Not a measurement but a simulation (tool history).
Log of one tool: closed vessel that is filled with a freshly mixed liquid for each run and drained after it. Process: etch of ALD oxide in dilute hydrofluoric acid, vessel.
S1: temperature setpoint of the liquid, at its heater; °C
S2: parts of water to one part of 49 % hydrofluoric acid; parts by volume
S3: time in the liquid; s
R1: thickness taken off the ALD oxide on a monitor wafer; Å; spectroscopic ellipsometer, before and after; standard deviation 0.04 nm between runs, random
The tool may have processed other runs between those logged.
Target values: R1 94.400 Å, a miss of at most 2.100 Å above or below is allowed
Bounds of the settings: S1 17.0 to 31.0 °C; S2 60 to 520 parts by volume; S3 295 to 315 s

run 1 hour=0.0 | S1=23.0 S2=290 S3=295 | R1=140.870
run 2 hour=3.7 | S1=22.0 S2=295 S3=295 | R1=132.850
run 3 hour=12.2 | S1=21.0 S2=300 S3=295 | R1=126.070
run 4 hour=19.6 | S1=20.5 S2=305 S3=295 | R1=121.230
run 5 hour=27.3 | S1=20.5 S2=205 S3=295 | R1=198.290
run 6 hour=29.4 | S1=20.0 S2=225 S3=295 | R1=172.460
run 7 hour=35.4 | S1=19.5 S2=240 S3=295 | R1=157.170
run 8 hour=38.6 | S1=19.0 S2=255 S3=295 | R1=143.560
run 9 hour=47.2 | S1=18.5 S2=265 S3=295 | R1=134.170
run 10 hour=55.6 | S1=18.5 S2=275 S3=295 | R1=127.120
run 11 hour=58.8 | S1=18.5 S2=285 S3=295 | R1=121.750
run 12 hour=67.1 | S1=18.5 S2=290 S3=295 | R1=120.480
run 13 hour=72.4 | S1=18.5 S2=295 S3=295 | R1=116.940
run 14 hour=79.3 | S1=18.5 S2=300 S3=295 | R1=114.030
-- hour=83.4 thermometer replaced
run 15 hour=83.4 | S1=18.5 S2=305 S3=295 | R1=103.900
run 16 hour=87.8 | S1=17.5 S2=305 S3=295 | R1=101.510
run 17 hour=91.7 | S1=17.0 S2=310 S3=295 | R1=96.389

Which of these 4 next moves meets every target?
run A hour=95.6 | S1=17.0 S2=310 S3=300 | R1=?
run B hour=95.6 | S1=17.0 S2=305 S3=295 | R1=?
run C hour=95.6 | S1=17.0 S2=325 S3=295 | R1=?
run D hour=95.6 | S1=17.0 S2=335 S3=315 | R1=?

move=A R1=98.302
move=B R1=98.657
move=C R1=91.070
move=D R1=93.575
A: lands further from the targets than the last run did
B: lands further from the targets than the last run did
C: takes the result that was furthest off past its target
D: meets every target
Move D is the one to make.
